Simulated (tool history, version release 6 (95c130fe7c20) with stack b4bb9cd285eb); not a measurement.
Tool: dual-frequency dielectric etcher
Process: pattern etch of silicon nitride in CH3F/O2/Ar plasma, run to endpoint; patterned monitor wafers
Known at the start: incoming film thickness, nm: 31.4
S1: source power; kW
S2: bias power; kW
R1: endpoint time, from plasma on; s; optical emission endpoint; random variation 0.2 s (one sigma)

{"run": 1, "hour": 0.0, "S1": 0.35, "S2": 0.064, "R1": 52.894}
{"run": 2, "hour": 1.6, "S1": 0.38, "S2": 0.066, "R1": 50.234}
{"run": 3, "hour": 4.6, "S1": 0.38, "S2": 0.055, "R1": 53.404}
{"run": 4, "hour": 7.3, "S1": 0.33, "S2": 0.055, "R1": 56.971}
{"run": 5, "hour": 10.7, "S1": 0.37, "S2": 0.057, "R1": 52.89}
{"run": 6, "hour": 18.1, "S1": 0.39, "S2": 0.058, "R1": 51.669}

Run 7 comes next. What will it give?
{"run": 7, "hour": 19.0, "S1": 0.41, "S2": 0.059, "R1": "?"}

{"run 7": {"R1": 50.121}}
